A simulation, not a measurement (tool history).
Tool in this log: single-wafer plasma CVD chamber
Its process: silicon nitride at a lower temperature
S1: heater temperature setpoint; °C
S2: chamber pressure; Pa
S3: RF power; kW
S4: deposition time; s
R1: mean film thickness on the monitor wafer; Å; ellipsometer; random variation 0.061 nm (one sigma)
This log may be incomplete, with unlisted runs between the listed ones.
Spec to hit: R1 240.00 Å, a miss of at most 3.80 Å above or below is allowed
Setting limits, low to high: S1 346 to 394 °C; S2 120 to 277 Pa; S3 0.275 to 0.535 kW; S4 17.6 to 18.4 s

Run 1, hour 0.0: S1 370 °C, S2 199 Pa, S3 0.405 kW, S4 18.4 s. Result: R1 268.85 Å.
Run 2, hour 4.0: S1 370 °C, S2 188 Pa, S3 0.400 kW, S4 18.4 s. Result: R1 262.19 Å.
Run 3, hour 10.4: S1 370 °C, S2 188 Pa, S3 0.400 kW, S4 17.6 s. Result: R1 250.76 Å.
Run 4, hour 17.4: S1 370 °C, S2 188 Pa, S3 0.450 kW, S4 17.6 s. Result: R1 274.43 Å.
Run 5, hour 19.7: S1 370 °C, S2 177 Pa, S3 0.445 kW, S4 17.6 s. Result: R1 265.07 Å.
Run 6, hour 26.5: S1 370 °C, S2 177 Pa, S3 0.445 kW, S4 18.4 s. Result: R1 277.21 Å.
Run 7, hour 27.9: S1 370 °C, S2 168 Pa, S3 0.440 kW, S4 18.4 s. Result: R1 271.40 Å.
Run 8, hour 35.9: S1 370 °C, S2 128 Pa, S3 0.390 kW, S4 18.3 s. Result: R1 220.59 Å.
At hour 37.6: capacitance manometer re-zeroed and calibrated.
Run 9, hour 37.6: S1 370 °C, S2 167 Pa, S3 0.395 kW, S4 18.3 s. Result: R1 252.14 Å.

Exercise: of the 5 proposed moves below, exactly one satisfies all targets within the stated allowed misses. Which move is it?
Run A, hour 39.3: S1 370 °C, S2 168 Pa, S3 0.385 kW, S4 18.1 s. Result: R1 ?.
Run B, hour 39.3: S1 375 °C, S2 181 Pa, S3 0.390 kW, S4 17.6 s. Result: R1 ?.
Run C, hour 39.3: S1 360 °C, S2 191 Pa, S3 0.350 kW, S4 17.7 s. Result: R1 ?.
Run D, hour 39.3: S1 374 °C, S2 161 Pa, S3 0.375 kW, S4 18.4 s. Result: R1 ?.
Run E, hour 39.3: S1 371 °C, S2 161 Pa, S3 0.365 kW, S4 18.1 s. Result: R1 ?.

move      R1
   A  245.68
   B  247.25
   C  233.11
   D  240.63
   E  231.89
A: closer than the last run, but not yet in spec
B: closer than the last run, but not yet in spec
C: takes the result that was furthest off past its target
D: in spec on every target
E: takes the result that was furthest off past its target
D meets every target.
